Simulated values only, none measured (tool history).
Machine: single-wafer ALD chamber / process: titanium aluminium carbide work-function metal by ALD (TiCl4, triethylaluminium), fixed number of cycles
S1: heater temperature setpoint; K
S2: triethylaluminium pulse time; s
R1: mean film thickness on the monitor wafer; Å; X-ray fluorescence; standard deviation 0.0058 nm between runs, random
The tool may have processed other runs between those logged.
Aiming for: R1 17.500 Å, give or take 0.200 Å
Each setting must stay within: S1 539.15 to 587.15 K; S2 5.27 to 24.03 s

Run 1, hour 0.0: S1 563.15 K, S2 14.65 s. Result: R1 18.762 Å.
Run 2, hour 5.8: S1 563.15 K, S2 10.45 s. Result: R1 18.217 Å.
Run 3, hour 10.1: S1 563.15 K, S2 13.22 s. Result: R1 18.585 Å.
Run 4, hour 12.1: S1 569.15 K, S2 13.22 s. Result: R1 19.219 Å.
Run 5, hour 13.5: S1 566.15 K, S2 13.05 s. Result: R1 19.000 Å.
Run 6, hour 19.4: S1 566.15 K, S2 15.66 s. Result: R1 19.137 Å.
Run 7, hour 27.8: S1 563.15 K, S2 15.47 s. Result: R1 18.751 Å.
Run 8, hour 32.5: S1 561.15 K, S2 15.34 s. Result: R1 18.695 Å.

4 next moves are on the table. One of them brings every result within its allowed miss. Which?
Run A, hour 37.2: S1 545.15 K, S2 10.24 s. Result: R1 ?.
Run B, hour 37.2: S1 552.15 K, S2 11.00 s. Result: R1 ?.
Run C, hour 37.2: S1 582.15 K, S2 19.71 s. Result: R1 ?.
Run D, hour 37.2: S1 539.15 K, S2 13.33 s. Result: R1 ?.

move      R1
   A  16.731
   B  17.459
   C  20.475
   D  16.666
A: moves the result that the last run missed by most past its target, out the other side
B: all results land within tolerance of their targets
C: lands further from the targets than the last run did
D: moves the result that the last run missed by most past its target, out the other side
B meets every target.

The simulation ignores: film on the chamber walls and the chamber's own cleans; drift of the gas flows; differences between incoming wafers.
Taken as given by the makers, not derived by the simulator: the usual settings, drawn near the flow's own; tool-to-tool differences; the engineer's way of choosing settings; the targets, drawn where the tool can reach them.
